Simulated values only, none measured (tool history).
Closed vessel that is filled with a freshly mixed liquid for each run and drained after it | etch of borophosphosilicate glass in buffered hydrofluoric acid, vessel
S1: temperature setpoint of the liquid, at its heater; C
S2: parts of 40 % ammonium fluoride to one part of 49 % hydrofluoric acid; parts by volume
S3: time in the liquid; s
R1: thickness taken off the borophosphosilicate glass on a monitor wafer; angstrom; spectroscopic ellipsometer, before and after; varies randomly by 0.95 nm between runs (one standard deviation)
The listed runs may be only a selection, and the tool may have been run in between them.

run  hour    S1    S2   S3      R1
  1   0.0  25.0  12.5  100  1694.3
  2   7.1  25.0  12.5  100  1720.7
  3  12.6  27.0  12.5  100  1876.5
  4  20.2  27.0  12.5  100  1875.5
  5  23.9  23.5  12.5  100  1585.4
  6  26.7  27.0  12.5  100  1907.1
  7  33.1  25.5  12.5  100  1754.1

For run 8, what comes out?
  8  40.0  25.5  12.5  100   ?

{"run 8": {"R1": 1768.0}}

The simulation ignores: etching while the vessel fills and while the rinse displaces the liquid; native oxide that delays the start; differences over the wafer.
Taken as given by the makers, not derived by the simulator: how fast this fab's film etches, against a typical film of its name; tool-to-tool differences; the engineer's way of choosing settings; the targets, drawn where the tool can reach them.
